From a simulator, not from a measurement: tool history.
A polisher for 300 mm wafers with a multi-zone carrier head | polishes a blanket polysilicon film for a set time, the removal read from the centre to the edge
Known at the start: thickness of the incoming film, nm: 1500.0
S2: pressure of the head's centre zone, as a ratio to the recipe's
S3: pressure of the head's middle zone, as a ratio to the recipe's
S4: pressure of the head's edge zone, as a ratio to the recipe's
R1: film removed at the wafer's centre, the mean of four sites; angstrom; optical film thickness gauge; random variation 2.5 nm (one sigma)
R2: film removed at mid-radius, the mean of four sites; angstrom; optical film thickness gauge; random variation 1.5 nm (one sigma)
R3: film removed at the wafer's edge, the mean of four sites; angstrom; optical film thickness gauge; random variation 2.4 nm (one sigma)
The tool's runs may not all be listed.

Run 1, day 0.000: flow of slurry (ml/min) 310, S2 1.00, S3 1.00, S4 1.00, polishing time (s) 37. Result: R1 2447.8 angstrom, R2 2403.3 angstrom, R3 2377.4 angstrom.
Run 2, day 0.204: flow of slurry (ml/min) 345, S2 1.00, S3 1.00, S4 1.00, polishing time (s) 37. Result: R1 2497.4 angstrom, R2 2414.8 angstrom, R3 2439.2 angstrom.
Run 3, day 0.258: flow of slurry (ml/min) 345, S2 1.08, S3 1.00, S4 1.00, polishing time (s) 37. Result: R1 2702.7 angstrom, R2 2398.2 angstrom, R3 2441.5 angstrom.
Run 4, day 0.562: flow of slurry (ml/min) 345, S2 1.13, S3 1.00, S4 1.00, polishing time (s) 37. Result: R1 2804.3 angstrom, R2 2374.4 angstrom, R3 2400.2 angstrom.
Run 5, day 0.725: flow of slurry (ml/min) 345, S2 1.19, S3 1.00, S4 1.00, polishing time (s) 37. Result: R1 2939.6 angstrom, R2 2394.2 angstrom, R3 2452.1 angstrom.
Run 6, day 0.767: flow of slurry (ml/min) 345, S2 1.13, S3 1.00, S4 1.00, polishing time (s) 37. Result: R1 2744.4 angstrom, R2 2376.8 angstrom, R3 2468.6 angstrom.

Forecast run 7:
Run 7, day 1.112: flow of slurry (ml/min) 350, S2 1.03, S3 1.10, S4 0.90, polishing time (s) 27. Result: R1 ?, R2 ?, R3 ?.

R1: 1920.3 angstrom
R2: 1904.4 angstrom
R3: 1674.2 angstrom

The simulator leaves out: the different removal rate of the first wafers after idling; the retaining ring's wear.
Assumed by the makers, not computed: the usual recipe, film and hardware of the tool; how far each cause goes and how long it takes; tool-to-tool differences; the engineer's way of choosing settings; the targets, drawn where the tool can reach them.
